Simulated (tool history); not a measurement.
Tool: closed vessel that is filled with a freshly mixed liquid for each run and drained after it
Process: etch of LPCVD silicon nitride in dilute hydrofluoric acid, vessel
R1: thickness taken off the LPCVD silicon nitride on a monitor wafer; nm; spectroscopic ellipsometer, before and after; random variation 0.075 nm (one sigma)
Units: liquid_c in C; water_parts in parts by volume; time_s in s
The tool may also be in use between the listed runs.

Run 1, hour 0.0: liquid_c 24.0 C, water_parts 85 parts by volume, time_s 825 s. Result: R1 4.4496 nm.
Run 2, hour 8.8: liquid_c 22.5 C, water_parts 85 parts by volume, time_s 825 s. Result: R1 4.0709 nm.
Run 3, hour 17.4: liquid_c 22.5 C, water_parts 85 parts by volume, time_s 825 s. Result: R1 4.0241 nm.
Run 4, hour 21.8: liquid_c 23.5 C, water_parts 80 parts by volume, time_s 825 s. Result: R1 4.6102 nm.
Run 5, hour 23.1: liquid_c 23.5 C, water_parts 65 parts by volume, time_s 825 s. Result: R1 5.6079 nm.
Run 6, hour 24.1: liquid_c 24.5 C, water_parts 60 parts by volume, time_s 825 s. Result: R1 6.5230 nm.
Run 7, hour 30.4: liquid_c 24.5 C, water_parts 60 parts by volume, time_s 825 s. Result: R1 6.5305 nm.
Run 8, hour 34.2: liquid_c 25.5 C, water_parts 60 parts by volume, time_s 825 s. Result: R1 6.9376 nm.
Run 9, hour 42.8: liquid_c 26.5 C, water_parts 60 parts by volume, time_s 825 s. Result: R1 7.4587 nm.
Run 10, hour 49.9: liquid_c 27.0 C, water_parts 60 parts by volume, time_s 825 s. Result: R1 7.6994 nm.
Run 11, hour 53.3: liquid_c 27.5 C, water_parts 60 parts by volume, time_s 825 s. Result: R1 7.9594 nm.
Run 12, hour 61.7: liquid_c 28.0 C, water_parts 60 parts by volume, time_s 825 s. Result: R1 8.2514 nm.
Run 13, hour 62.4: liquid_c 28.5 C, water_parts 60 parts by volume, time_s 825 s. Result: R1 8.5214 nm.
Run 14, hour 64.3: liquid_c 29.0 C, water_parts 60 parts by volume, time_s 825 s. Result: R1 8.8374 nm.
Run 15, hour 70.4: liquid_c 29.5 C, water_parts 60 parts by volume, time_s 825 s. Result: R1 9.0906 nm.
Run 16, hour 77.6: liquid_c 30.0 C, water_parts 60 parts by volume, time_s 825 s. Result: R1 9.3422 nm.
Run 17, hour 83.3: liquid_c 31.0 C, water_parts 50 parts by volume, time_s 825 s. Result: R1 11.9900 nm.

Run 18 comes next. What will it give?
Run 18, hour 91.4: liquid_c 31.5 C, water_parts 50 parts by volume, time_s 825 s. Result: R1 ?.

Run 18 gave R1 12.4160 nm.
